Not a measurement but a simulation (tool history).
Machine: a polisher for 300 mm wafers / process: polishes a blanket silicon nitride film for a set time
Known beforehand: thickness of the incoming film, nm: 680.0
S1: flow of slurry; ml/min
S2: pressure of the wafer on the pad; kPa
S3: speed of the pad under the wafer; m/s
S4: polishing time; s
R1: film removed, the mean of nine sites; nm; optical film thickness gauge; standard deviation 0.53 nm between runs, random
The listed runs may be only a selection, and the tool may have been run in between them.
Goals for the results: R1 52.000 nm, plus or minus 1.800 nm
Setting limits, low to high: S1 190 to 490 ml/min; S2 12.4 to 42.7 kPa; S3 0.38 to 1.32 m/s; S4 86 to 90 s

{"run": 1, "hour": 0.0, "S1": 315, "S2": 27.6, "S3": 0.84, "S4": 86, "R1": 120.0}
{"run": 2, "hour": 3.0, "S1": 315, "S2": 31.7, "S3": 0.84, "S4": 86, "R1": 138.43}
{"run": 3, "hour": 5.0, "S1": 315, "S2": 29.0, "S3": 0.8, "S4": 86, "R1": 121.58}
{"run": 4, "hour": 9.0, "S1": 315, "S2": 26.9, "S3": 0.76, "S4": 86, "R1": 108.34}
{"run": 5, "hour": 14.9, "S1": 280, "S2": 26.9, "S3": 0.76, "S4": 86, "R1": 108.7}
{"run": 6, "hour": 19.2, "S1": 335, "S2": 26.9, "S3": 0.76, "S4": 86, "R1": 109.73}
{"run": 7, "hour": 25.8, "S1": 335, "S2": 24.8, "S3": 0.72, "S4": 86, "R1": 96.837}
{"run": 8, "hour": 34.3, "S1": 335, "S2": 23.4, "S3": 0.7, "S4": 86, "R1": 89.391}
{"run": 9, "hour": 35.5, "S1": 335, "S2": 22.1, "S3": 0.68, "S4": 86, "R1": 84.107}
{"run": 10, "hour": 39.6, "S1": 335, "S2": 20.7, "S3": 0.66, "S4": 86, "R1": 76.944}
{"run": 11, "hour": 44.6, "S1": 335, "S2": 20.0, "S3": 0.66, "S4": 86, "R1": 73.553}
{"run": 12, "hour": 52.5, "S1": 335, "S2": 19.3, "S3": 0.66, "S4": 86, "R1": 73.185}
{"run": 13, "hour": 53.7, "S1": 330, "S2": 12.4, "S3": 0.52, "S4": 86, "R1": 38.41}
{"run": 14, "hour": 58.6, "S1": 345, "S2": 12.4, "S3": 0.52, "S4": 86, "R1": 39.005}
{"run": 15, "hour": 60.4, "S1": 350, "S2": 13.1, "S3": 0.52, "S4": 86, "R1": 41.245}
{"run": 16, "hour": 65.4, "S1": 360, "S2": 13.8, "S3": 0.52, "S4": 86, "R1": 43.204}
{"run": 17, "hour": 72.9, "S1": 370, "S2": 13.8, "S3": 0.52, "S4": 86, "R1": 42.499}
{"run": 18, "hour": 77.3, "S1": 370, "S2": 14.5, "S3": 0.52, "S4": 86, "R1": 45.466}
{"run": 19, "hour": 81.4, "S1": 380, "S2": 14.5, "S3": 0.52, "S4": 86, "R1": 45.402}
{"run": 20, "hour": 90.2, "S1": 385, "S2": 14.5, "S3": 0.52, "S4": 86, "R1": 45.031}
{"run": 21, "hour": 98.1, "S1": 385, "S2": 19.3, "S3": 0.52, "S4": 86, "R1": 60.286}
{"run": 22, "hour": 100.0, "S1": 385, "S2": 15.9, "S3": 0.52, "S4": 86, "R1": 49.78}

Next run, 5 choices. One meets every target within its allowed miss, the rest don't. Which?
{"run": "A", "hour": 101.9, "S1": 390, "S2": 20.0, "S3": 0.44, "S4": 89, "R1": "?"}
{"run": "B", "hour": 101.9, "S1": 420, "S2": 19.3, "S3": 0.46, "S4": 90, "R1": "?"}
{"run": "C", "hour": 101.9, "S1": 305, "S2": 19.3, "S3": 0.48, "S4": 90, "R1": "?"}
{"run": "D", "hour": 101.9, "S1": 330, "S2": 14.5, "S3": 0.68, "S4": 90, "R1": "?"}
{"run": "E", "hour": 101.9, "S1": 425, "S2": 13.1, "S3": 0.7, "S4": 86, "R1": "?"}

move=A R1=55.884
move=B R1=56.877
move=C R1=57.606
move=D R1=58.223
move=E R1=52.673
A: pushes the last run's worst result past its target
B: pushes the last run's worst result past its target
C: pushes the last run's worst result past its target
D: pushes the last run's worst result past its target
E: every result within its allowed miss
So the answer is move E, the one that meets all the targets.
